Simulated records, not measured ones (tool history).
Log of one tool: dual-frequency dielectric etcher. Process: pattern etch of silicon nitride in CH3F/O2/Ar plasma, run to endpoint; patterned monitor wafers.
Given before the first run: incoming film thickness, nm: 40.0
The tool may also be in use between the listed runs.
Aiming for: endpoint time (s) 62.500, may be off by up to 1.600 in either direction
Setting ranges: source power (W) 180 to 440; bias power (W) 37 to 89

| run | hour | source power (W) | bias power (W) | endpoint time (s) |
|---|---|---|---|---|
| 1 | 0.0 | 310 | 63 | 69.995 |
| 2 | 5.5 | 320 | 64 | 69.045 |
| 3 | 6.3 | 320 | 59 | 69.886 |
| 4 | 12.5 | 320 | 50 | 71.940 |
| 5 | 21.4 | 290 | 50 | 75.899 |
| 6 | 24.5 | 230 | 50 | 85.255 |
| 7 | 29.6 | 260 | 51 | 79.876 |
| 8 | 35.1 | 280 | 52 | 76.349 |
| 9 | 42.4 | 300 | 53 | 73.444 |
| 10 | 49.5 | 310 | 54 | 71.991 |
|  | 51.3 | source power generator calibrated |
| 11 | 51.3 | 320 | 55 | 69.635 |
| 12 | 57.8 | 330 | 55 | 68.224 |
| 13 | 64.8 | 340 | 55 | 68.098 |
| 14 | 72.3 | 350 | 55 | 66.936 |

Of the 5 settings listed for the next run, only one would bring every result within its allowed miss of target. Which one?
| A | 79.8 | 420 | 61 | ? |
| B | 79.8 | 290 | 52 | ? |
| C | 79.8 | 410 | 53 | ? |
| D | 79.8 | 360 | 54 | ? |
| E | 79.8 | 370 | 46 | ? |

| move | endpoint time (s) |
|---|---|
| A | 60.042 |
| B | 73.973 |
| C | 62.438 |
| D | 66.114 |
| E | 67.258 |
A: moves the result that the last run missed by most past its target, out the other side
B: further off than the last run
C: hits every target within its allowed miss
D: nearer than the last run, and not there yet
E: further off than the last run
C meets every target.
